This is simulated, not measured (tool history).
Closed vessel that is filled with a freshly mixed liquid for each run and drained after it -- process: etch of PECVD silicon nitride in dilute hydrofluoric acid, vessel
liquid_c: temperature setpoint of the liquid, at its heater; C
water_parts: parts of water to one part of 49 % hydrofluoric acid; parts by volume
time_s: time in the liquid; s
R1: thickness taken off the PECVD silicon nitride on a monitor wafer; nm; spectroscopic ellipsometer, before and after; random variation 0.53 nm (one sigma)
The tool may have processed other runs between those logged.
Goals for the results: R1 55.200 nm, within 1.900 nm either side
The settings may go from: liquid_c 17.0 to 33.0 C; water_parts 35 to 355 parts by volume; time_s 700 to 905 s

run 1 hour=0.0 | liquid_c=25.0 water_parts=195 time_s=905 | R1=20.869
run 2 hour=6.7 | liquid_c=21.5 water_parts=195 time_s=905 | R1=16.991
run 3 hour=10.3 | liquid_c=21.5 water_parts=260 time_s=905 | R1=13.101
run 4 hour=15.7 | liquid_c=21.5 water_parts=260 time_s=905 | R1=13.003
run 5 hour=20.6 | liquid_c=23.5 water_parts=225 time_s=905 | R1=17.031
run 6 hour=23.6 | liquid_c=23.5 water_parts=225 time_s=700 | R1=13.024
run 7 hour=30.7 | liquid_c=25.0 water_parts=190 time_s=740 | R1=17.779
run 8 hour=37.4 | liquid_c=26.5 water_parts=160 time_s=770 | R1=24.162
run 9 hour=44.9 | liquid_c=27.5 water_parts=140 time_s=775 | R1=29.940
run 10 hour=49.4 | liquid_c=27.5 water_parts=140 time_s=775 | R1=29.449
run 11 hour=56.9 | liquid_c=28.5 water_parts=130 time_s=775 | R1=34.059
run 12 hour=61.6 | liquid_c=29.5 water_parts=125 time_s=775 | R1=37.845
run 13 hour=62.8 | liquid_c=30.0 water_parts=120 time_s=775 | R1=40.756
run 14 hour=65.9 | liquid_c=30.5 water_parts=120 time_s=775 | R1=43.011
run 15 hour=70.6 | liquid_c=31.0 water_parts=120 time_s=775 | R1=42.596
run 16 hour=78.9 | liquid_c=33.0 water_parts=80 time_s=780 | R1=74.685
run 17 hour=83.6 | liquid_c=32.5 water_parts=80 time_s=780 | R1=73.061
run 18 hour=91.4 | liquid_c=32.0 water_parts=80 time_s=780 | R1=69.741
run 19 hour=99.2 | liquid_c=31.5 water_parts=80 time_s=780 | R1=67.793
run 20 hour=102.8 | liquid_c=31.0 water_parts=80 time_s=780 | R1=64.646

Which one of the following 5 next-run settings gets every result inside its allowed miss? There is exactly one.
run A hour=106.4 | liquid_c=30.5 water_parts=85 time_s=785 | R1=?
run B hour=106.4 | liquid_c=30.5 water_parts=80 time_s=905 | R1=?
run C hour=106.4 | liquid_c=33.0 water_parts=130 time_s=810 | R1=?
run D hour=106.4 | liquid_c=30.0 water_parts=80 time_s=700 | R1=?
run E hour=106.4 | liquid_c=31.5 water_parts=90 time_s=905 | R1=?

move=A R1=59.908
move=B R1=73.395
move=C R1=46.892
move=D R1=55.001
move=E R1=69.424
A: closes in on the targets versus the last run, not all within tolerance yet
B: moves away from the targets compared with the last run
C: takes the biggest miss from the last run beyond its target
D: each result inside its tolerance
E: moves away from the targets compared with the last run
The right move is D.

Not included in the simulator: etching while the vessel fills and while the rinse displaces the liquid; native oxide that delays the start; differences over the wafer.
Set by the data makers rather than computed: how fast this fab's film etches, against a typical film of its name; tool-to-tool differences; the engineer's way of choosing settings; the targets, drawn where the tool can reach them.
